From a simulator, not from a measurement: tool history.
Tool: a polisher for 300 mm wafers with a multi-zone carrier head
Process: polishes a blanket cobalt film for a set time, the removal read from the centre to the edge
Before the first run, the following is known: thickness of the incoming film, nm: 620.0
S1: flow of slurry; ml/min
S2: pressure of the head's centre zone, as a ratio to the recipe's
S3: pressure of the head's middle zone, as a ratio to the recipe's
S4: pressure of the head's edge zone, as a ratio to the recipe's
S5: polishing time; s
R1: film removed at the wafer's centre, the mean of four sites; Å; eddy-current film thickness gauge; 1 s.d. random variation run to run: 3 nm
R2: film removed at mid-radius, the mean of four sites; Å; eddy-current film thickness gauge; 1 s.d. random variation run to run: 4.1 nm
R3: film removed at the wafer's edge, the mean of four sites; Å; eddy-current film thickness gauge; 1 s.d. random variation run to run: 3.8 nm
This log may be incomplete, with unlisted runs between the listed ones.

Run 1, hour 0.0: S1 260 ml/min, S2 1.00, S3 1.00, S4 1.00, S5 51 s. Result: R1 1925.1 Å, R2 2026.7 Å, R3 2017.1 Å.
Run 2, hour 1.0: S1 270 ml/min, S2 1.04, S3 1.02, S4 1.03, S5 55 s. Result: R1 2203.2 Å, R2 2209.5 Å, R3 2228.7 Å.
Run 3, hour 2.7: S1 270 ml/min, S2 1.04, S3 1.06, S4 1.03, S5 55 s. Result: R1 2174.2 Å, R2 2333.4 Å, R3 2214.7 Å.
Run 4, hour 5.0: S1 275 ml/min, S2 1.07, S3 1.07, S4 1.06, S5 58 s. Result: R1 2402.4 Å, R2 2470.3 Å, R3 2314.5 Å.
Run 5, hour 7.5: S1 275 ml/min, S2 1.07, S3 1.07, S4 1.11, S5 58 s. Result: R1 2373.2 Å, R2 2443.7 Å, R3 2407.3 Å.
Run 6, hour 12.0: S1 240 ml/min, S2 1.07, S3 1.07, S4 1.11, S5 58 s. Result: R1 2327.8 Å, R2 2373.2 Å, R3 2395.4 Å.

Estimate the outcome of run 7 from the log above:
At hour 13.4: slurry nozzle cleaned.
Run 7, hour 13.4: S1 245 ml/min, S2 1.09, S3 1.08, S4 1.12, S5 61 s. Result: R1 ?, R2 ?, R3 ?.

R1: 2672.6 Å
R2: 2719.9 Å
R3: 2632.4 Å
